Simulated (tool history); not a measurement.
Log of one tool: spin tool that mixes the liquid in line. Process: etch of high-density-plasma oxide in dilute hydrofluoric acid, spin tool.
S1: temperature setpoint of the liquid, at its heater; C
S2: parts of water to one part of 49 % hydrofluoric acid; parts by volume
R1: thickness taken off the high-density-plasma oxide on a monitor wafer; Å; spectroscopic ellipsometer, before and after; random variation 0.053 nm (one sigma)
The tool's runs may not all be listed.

run 1 hour=0 | S1=22 S2=60 time_under_the_liquid_(s)=80 | R1=67.169
run 2 hour=1 | S1=22 S2=75 time_under_the_liquid_(s)=80 | R1=51.717
run 3 hour=4.9 | S1=22 S2=75 time_under_the_liquid_(s)=80 | R1=52.23
run 4 hour=6.7 | S1=19 S2=75 time_under_the_liquid_(s)=80 | R1=46.014
run 5 hour=15.5 | S1=20.5 S2=75 time_under_the_liquid_(s)=80 | R1=49.07
run 6 hour=20 | S1=22 S2=75 time_under_the_liquid_(s)=80 | R1=51.603

The next listed run, before its measurement:
run 7 hour=24.6 | S1=23 S2=75 time_under_the_liquid_(s)=80 | R1=?

{"run 7": {"R1": 53.903}}
